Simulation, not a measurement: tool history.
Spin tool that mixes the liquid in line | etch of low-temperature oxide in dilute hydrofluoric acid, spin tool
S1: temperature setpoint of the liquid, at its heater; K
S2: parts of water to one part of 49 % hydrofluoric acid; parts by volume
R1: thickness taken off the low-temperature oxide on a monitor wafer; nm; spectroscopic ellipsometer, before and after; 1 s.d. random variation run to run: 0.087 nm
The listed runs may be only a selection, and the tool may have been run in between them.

{"run": 1, "hour": 0.0, "S1": 296.15, "S2": 145, "time under the liquid (s)": 200, "R1": 16.97}
{"run": 2, "hour": 4.3, "S1": 298.15, "S2": 135, "time under the liquid (s)": 200, "R1": 19.865}
{"run": 3, "hour": 7.6, "S1": 298.15, "S2": 135, "time under the liquid (s)": 215, "R1": 21.373}
{"run": 4, "hour": 14.4, "S1": 298.15, "S2": 135, "time under the liquid (s)": 200, "R1": 19.743}
{"run": 5, "hour": 19.9, "S1": 299.65, "S2": 130, "time under the liquid (s)": 200, "R1": 22.015}
{"run": 6, "hour": 25.1, "S1": 296.65, "S2": 130, "time under the liquid (s)": 200, "R1": 19.581}
{"run": 7, "hour": 31.6, "S1": 298.65, "S2": 125, "time under the liquid (s)": 200, "R1": 22.266}
{"run": 8, "hour": 35.0, "S1": 300.15, "S2": 125, "time under the liquid (s)": 200, "R1": 23.543}
{"run": 9, "hour": 40.9, "S1": 301.15, "S2": 125, "time under the liquid (s)": 200, "R1": 24.407}
{"run": 10, "hour": 43.8, "S1": 302.15, "S2": 125, "time under the liquid (s)": 200, "R1": 25.315}
{"run": 11, "hour": 50.3, "S1": 302.65, "S2": 125, "time under the liquid (s)": 200, "R1": 25.782}

Run 12 comes next. What will it give?
{"run": 12, "hour": 59.0, "S1": 303.15, "S2": 125, "time under the liquid (s)": 200, "R1": "?"}

{"run 12": {"R1": 26.336}}
